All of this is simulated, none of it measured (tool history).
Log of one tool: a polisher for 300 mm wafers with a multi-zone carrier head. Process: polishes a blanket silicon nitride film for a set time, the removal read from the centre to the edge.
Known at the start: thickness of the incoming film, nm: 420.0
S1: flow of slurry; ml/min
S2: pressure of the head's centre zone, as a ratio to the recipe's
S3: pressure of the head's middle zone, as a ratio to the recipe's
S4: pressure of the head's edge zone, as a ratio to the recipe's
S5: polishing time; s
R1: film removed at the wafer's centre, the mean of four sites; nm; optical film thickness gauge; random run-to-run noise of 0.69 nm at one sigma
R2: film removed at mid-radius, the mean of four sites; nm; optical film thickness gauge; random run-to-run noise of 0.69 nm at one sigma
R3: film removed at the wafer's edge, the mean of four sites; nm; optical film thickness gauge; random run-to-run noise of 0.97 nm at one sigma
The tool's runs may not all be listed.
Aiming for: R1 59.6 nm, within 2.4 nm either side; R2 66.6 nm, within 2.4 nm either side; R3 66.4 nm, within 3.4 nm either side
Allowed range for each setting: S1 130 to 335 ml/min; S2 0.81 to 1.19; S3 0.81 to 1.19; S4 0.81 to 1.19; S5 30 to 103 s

run  hour   S1    S2    S3    S4  S5      R1      R2      R3
  1     0  215     1     1     1  66  110.47  112.85     115
  2   0.8  215  0.99     1  0.99  62  104.05  105.96  107.86
  3     2  215  0.99     1  0.99  74  120.75  125.11  128.85
  4   4.4  210  0.97  0.99  0.98  69  114.39  116.21  121.74
  5     8  200  0.97     1     1  64  105.61   107.5   108.8
  6    10  200  0.97  1.04     1  64  105.03  112.92  111.17
  7  16.9  200  0.95  1.04     1  60  96.382  104.01  106.32
  8  18.9  195  0.94  1.05     1  56  88.479  99.481  96.323
  9    23  195  0.93  1.04     1  53  83.133  92.614  90.609
 10  25.4  195  0.92  1.03     1  51  79.329  88.788  86.473
 11  29.4  195  0.91  1.02     1  50  76.906  87.341  86.511
 12    30  185   0.9  0.96   0.9  32  48.263  52.687   52.82
 13  33.8  190   0.9  0.97  0.92  32  48.321  53.763  53.153
 14  39.9  190  0.91  0.98  0.94  32    48.1  53.337  55.178
 15  42.3  190  0.92     1  0.95  33  51.396  54.731  54.941
 16  50.2  195  0.92  1.01  0.97  33  49.977      56  56.139
 17    57  195  0.93  1.02  0.98  34  53.283  58.126  57.737
 18  65.3  195  0.93  1.03  0.99  34  51.956  59.412  58.606
 19  72.4  245  1.02  1.06  1.08  38  67.798   69.45   69.48

Next run, 4 choices. One meets every target within its allowed miss, the rest don't. Which?
  A  79.5  195  0.93  1.03  1.05  38   ?   ?   ?
  B  79.5  195  1.07  1.04  1.17  37   ?   ?   ?
  C  79.5  225  1.01  1.01  1.07  42   ?   ?   ?
  D  79.5  240  1.09  1.13  1.12  41   ?   ?   ?

move      R1      R2      R3
   A  59.181  65.488  68.491
   B  66.374  64.235  69.225
   C  72.292  72.248  77.071
   D   76.82  78.082  76.675
A: in spec on every target
B: nearer the targets than the last run, but a result is still out of spec
C: moves away from the targets compared with the last run
D: moves away from the targets compared with the last run
Correct choice: A, which meets every target

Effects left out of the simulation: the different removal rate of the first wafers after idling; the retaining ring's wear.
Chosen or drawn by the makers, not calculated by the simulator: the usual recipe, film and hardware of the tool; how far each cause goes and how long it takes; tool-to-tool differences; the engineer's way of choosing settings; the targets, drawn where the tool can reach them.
